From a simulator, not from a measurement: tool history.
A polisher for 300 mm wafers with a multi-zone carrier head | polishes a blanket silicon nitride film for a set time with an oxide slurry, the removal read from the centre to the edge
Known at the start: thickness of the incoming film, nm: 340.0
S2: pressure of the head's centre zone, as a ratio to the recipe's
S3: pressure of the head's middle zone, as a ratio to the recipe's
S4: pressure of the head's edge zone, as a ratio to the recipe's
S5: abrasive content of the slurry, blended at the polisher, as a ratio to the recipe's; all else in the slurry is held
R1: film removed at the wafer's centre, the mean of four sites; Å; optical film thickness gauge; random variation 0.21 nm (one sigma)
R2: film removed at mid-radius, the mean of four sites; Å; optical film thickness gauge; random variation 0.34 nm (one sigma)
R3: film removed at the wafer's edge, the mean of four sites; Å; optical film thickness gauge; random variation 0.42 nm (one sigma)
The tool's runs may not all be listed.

Run 1, hour 0.0: flow of slurry (ml/min) 315, S2 1.00, S3 1.00, S4 1.00, S5 1.00, polishing time (s) 54. Result: R1 489.16 Å, R2 504.36 Å, R3 509.78 Å.
Run 2, hour 6.1: flow of slurry (ml/min) 320, S2 1.00, S3 0.97, S4 0.96, S5 0.85, polishing time (s) 49. Result: R1 421.73 Å, R2 419.75 Å, R3 411.58 Å.
Run 3, hour 14.1: flow of slurry (ml/min) 320, S2 1.00, S3 0.97, S4 1.01, S5 0.85, polishing time (s) 49. Result: R1 422.36 Å, R2 417.03 Å, R3 422.31 Å.
Run 4, hour 17.9: flow of slurry (ml/min) 370, S2 1.00, S3 0.97, S4 1.01, S5 0.85, polishing time (s) 49. Result: R1 430.36 Å, R2 424.21 Å, R3 422.75 Å.
Run 5, hour 26.5: flow of slurry (ml/min) 370, S2 1.00, S3 0.91, S4 1.01, S5 0.85, polishing time (s) 49. Result: R1 426.38 Å, R2 402.46 Å, R3 438.71 Å.
Run 6, hour 31.5: flow of slurry (ml/min) 370, S2 1.00, S3 0.85, S4 1.01, S5 0.85, polishing time (s) 49. Result: R1 426.36 Å, R2 372.81 Å, R3 440.34 Å.
Run 7, hour 32.3: flow of slurry (ml/min) 375, S2 0.98, S3 0.85, S4 0.97, S5 0.75, polishing time (s) 46. Result: R1 370.44 Å, R2 344.77 Å, R3 385.30 Å.
Run 8, hour 39.8: flow of slurry (ml/min) 370, S2 0.99, S3 0.84, S4 0.93, S5 0.65, polishing time (s) 44. Result: R1 344.36 Å, R2 307.86 Å, R3 333.13 Å.
Run 9, hour 46.8: flow of slurry (ml/min) 360, S2 0.97, S3 0.83, S4 0.90, S5 0.60, polishing time (s) 44. Result: R1 330.66 Å, R2 298.85 Å, R3 324.64 Å.

Forecast run 10:
Run 10, hour 54.0: flow of slurry (ml/min) 360, S2 0.96, S3 0.84, S4 0.88, S5 0.55, polishing time (s) 44. Result: R1 ?, R2 ?, R3 ?.

R1: 320.69 Å
R2: 290.58 Å
R3: 318.55 Å

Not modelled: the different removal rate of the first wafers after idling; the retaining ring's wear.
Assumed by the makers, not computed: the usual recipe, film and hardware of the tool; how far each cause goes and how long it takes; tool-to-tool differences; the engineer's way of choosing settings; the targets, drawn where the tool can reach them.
